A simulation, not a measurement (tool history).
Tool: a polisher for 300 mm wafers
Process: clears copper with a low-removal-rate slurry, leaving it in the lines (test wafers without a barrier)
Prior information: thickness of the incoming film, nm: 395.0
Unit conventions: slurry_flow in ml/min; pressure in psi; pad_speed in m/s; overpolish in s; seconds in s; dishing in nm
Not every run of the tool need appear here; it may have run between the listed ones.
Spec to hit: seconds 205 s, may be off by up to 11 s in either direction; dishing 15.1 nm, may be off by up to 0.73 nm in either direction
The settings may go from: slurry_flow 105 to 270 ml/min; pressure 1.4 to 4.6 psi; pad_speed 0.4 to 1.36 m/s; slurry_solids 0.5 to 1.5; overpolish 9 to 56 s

| run | hour | slurry_flow | pressure | pad_speed | slurry_solids | overpolish | seconds | dishing |
|---|---|---|---|---|---|---|---|---|
| 1 | 0 | 175 | 3 | 0.88 | 1 | 29 | 140.89 | 48.033 |
| 2 | 1.6 | 175 | 3.5 | 0.88 | 1 | 29 | 127.42 | 54.128 |
| 3 | 2.5 | 135 | 3.5 | 0.88 | 1 | 29 | 131.98 | 51.811 |
| 4 | 4.9 | 135 | 3.5 | 0.88 | 1 | 18 | 132.3 | 35.507 |
| 5 | 10.6 | 135 | 3.5 | 1.06 | 1 | 18 | 115.53 | 39.041 |
| 6 | 16.2 | 135 | 3.5 | 1.06 | 1 | 9 | 120.64 | 21.732 |
| 7 | 20.7 | 135 | 3.3 | 1.04 | 1 | 9 | 126.3 | 20.297 |
| 8 | 25 | 135 | 3.2 | 1 | 1 | 10 | 127.01 | 20.559 |
| 9 | 29.1 | 130 | 2.4 | 0.92 | 1 | 16 | 177.28 | 24.492 |
| 10 | 36.4 | 135 | 2.3 | 0.9 | 1 | 15 | 188.04 | 22.12 |
| 11 | 37.9 | 140 | 2.2 | 0.9 | 1 | 14 | 193.81 | 19.756 |
| 12 | 41.1 | 145 | 2.2 | 0.9 | 1 | 14 | 191.83 | 19.584 |
| 13 | 43.9 | 150 | 2.1 | 0.9 | 1 | 14 | 203.62 | 19.503 |
| 14 | 44.6 | 150 | 2.1 | 0.9 | 1 | 14 | 201.07 | 19.312 |
| 15 | 46.1 | 155 | 2.1 | 0.9 | 1 | 14 | 201.59 | 20.028 |
| 16 | 52.1 | 150 | 2.1 | 0.92 | 1 | 13 | 196.4 | 18.642 |

4 candidate next runs follow, results not yet known. Just one meets every target within its allowed miss. Identify it.
| A | 58.1 | 140 | 1.5 | 1.02 | 1.25 | 11 | ? | ? |
| B | 58.1 | 205 | 2 | 1.04 | 1 | 12 | ? | ? |
| C | 58.1 | 110 | 2.1 | 0.88 | 1.05 | 11 | ? | ? |
| D | 58.1 | 165 | 2.1 | 1 | 1.05 | 10 | ? | ? |

| move | seconds | dishing |
|---|---|---|
| A | 229.53 | 13.397 |
| B | 183.75 | 17.987 |
| C | 208.46 | 14.763 |
| D | 182.54 | 15.291 |
A: takes the result that was furthest off past its target
B: closes in on the targets versus the last run, not all within tolerance yet
C: meets every target
D: the worst result of the last run now meets its target, but another is out of spec
So the answer is move C, the one that meets all the targets.
